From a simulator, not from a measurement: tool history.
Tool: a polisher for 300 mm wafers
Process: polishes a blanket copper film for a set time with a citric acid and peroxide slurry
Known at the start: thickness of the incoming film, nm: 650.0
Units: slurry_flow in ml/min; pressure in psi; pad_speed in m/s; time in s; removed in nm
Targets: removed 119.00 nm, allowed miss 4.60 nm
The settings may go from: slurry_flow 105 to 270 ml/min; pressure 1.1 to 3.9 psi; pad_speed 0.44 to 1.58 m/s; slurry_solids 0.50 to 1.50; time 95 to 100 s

run	hour	slurry_flow	pressure	pad_speed	slurry_solids	time	removed
1	0.0	175	2.5	1.00	1.00	95	203.93
2	4.9	175	2.5	1.00	1.15	95	212.86
3	5.4	135	2.5	1.00	1.15	95	199.41
4	14.2	130	2.2	1.00	1.15	95	175.25
5	22.5	130	2.2	1.00	1.25	95	179.34
6	28.3	130	2.2	1.00	1.25	100	187.92
7	33.2	130	2.0	1.00	1.25	100	170.76
8	36.3	125	1.3	0.98	1.25	100	109.67

5 next moves are on the table. One of them brings every result within its allowed miss. Which?
A	39.4	160	1.9	0.68	1.20	95	?
B	39.4	165	1.7	0.64	1.30	100	?
C	39.4	115	1.6	1.02	1.15	100	?
D	39.4	120	1.3	1.16	1.20	95	?
E	39.4	120	1.5	0.86	0.90	95	?

move	removed
A	112.56
B	102.80
C	136.46
D	122.48
E	100.72
A: nearer than the last run, and not there yet
B: further off than the last run
C: takes the result that was furthest off past its target
D: meets every target
E: further off than the last run
The right move is D.
